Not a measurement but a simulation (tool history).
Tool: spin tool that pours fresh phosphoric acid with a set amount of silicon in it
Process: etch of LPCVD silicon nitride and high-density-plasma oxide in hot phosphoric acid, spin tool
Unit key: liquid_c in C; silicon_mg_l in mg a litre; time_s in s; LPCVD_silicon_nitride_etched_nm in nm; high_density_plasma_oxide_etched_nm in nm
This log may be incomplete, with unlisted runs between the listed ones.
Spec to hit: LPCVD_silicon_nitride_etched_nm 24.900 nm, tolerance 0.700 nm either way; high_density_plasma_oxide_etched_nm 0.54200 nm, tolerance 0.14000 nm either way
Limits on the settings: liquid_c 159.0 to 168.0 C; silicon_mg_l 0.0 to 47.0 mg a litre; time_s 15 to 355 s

run	hour	liquid_c	silicon_mg_l	time_s	LPCVD_silicon_nitride_etched_nm	high_density_plasma_oxide_etched_nm
1	0.0	164.0	20.5	180	19.802	0.43554
2	3.7	164.0	20.5	235	26.143	0.52608
3	6.1	166.0	20.5	235	27.556	0.62562
4	10.1	165.5	20.0	230	26.898	0.74789
5	18.4	165.5	20.0	190	22.185	0.54408
6	22.2	166.0	22.5	195	22.841	0.53140
7	28.4	167.0	26.5	210	25.777	0.54663
# hour 32.9: dissolved silicon flow meter replaced
8	32.9	167.0	26.0	210	25.469	0.58124

4 next moves are on the table. One of them brings every result within its allowed miss. Which?
A	37.4	167.5	18.0	190	?	?
B	37.4	167.0	25.5	205	?	?
C	37.4	167.0	10.0	220	?	?
D	37.4	167.0	22.5	220	?	?

move	LPCVD_silicon_nitride_etched_nm	high_density_plasma_oxide_etched_nm
A	23.630	0.76135
B	25.085	0.63189
C	26.920	1.03440
D	26.920	0.74708
A: carries the result that was furthest off beyond its target, to the other side
B: meets every target
C: moves away from the targets compared with the last run
D: moves away from the targets compared with the last run
B is the move that brings every result within its allowed miss.
